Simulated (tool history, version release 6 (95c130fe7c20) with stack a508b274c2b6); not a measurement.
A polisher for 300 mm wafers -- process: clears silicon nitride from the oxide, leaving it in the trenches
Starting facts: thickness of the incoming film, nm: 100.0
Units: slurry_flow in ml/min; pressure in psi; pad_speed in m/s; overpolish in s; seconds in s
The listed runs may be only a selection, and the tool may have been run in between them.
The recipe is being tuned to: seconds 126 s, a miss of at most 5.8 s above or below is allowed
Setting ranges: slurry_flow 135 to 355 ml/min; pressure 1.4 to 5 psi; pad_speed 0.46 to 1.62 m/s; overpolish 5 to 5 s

run	hour	slurry_flow	pressure	pad_speed	overpolish	seconds
1	0	225	3.2	1.04	5	83.635
2	5.3	225	2.9	1.04	5	90.862
3	9.4	225	2.6	1.04	5	103.5
4	13.8	225	2.6	1.04	5	102.35
5	14.8	180	2.6	1.04	5	105.68
6	17	180	2.5	1.04	5	112.05
7	24.6	175	2.4	1.04	5	115.48
8	31	175	2.3	1.04	5	121.17
9	35.7	175	2.3	1.04	5	118.9

Below are 4 possible settings for the next run. Only one of them brings all results inside the allowed miss of their targets. Which is it?
A	40.4	225	2.1	1.2	5	?
B	40.4	205	2.5	1.02	5	?
C	40.4	165	2.5	1.02	5	?
D	40.4	135	2.6	0.88	5	?

move	seconds
A	111.19
B	109.41
C	112.72
D	127.03
A: its largest miss is bigger than the last run's
B: its largest miss is bigger than the last run's
C: its largest miss is bigger than the last run's
D: every result within its allowed miss
The move that meets every target is D.
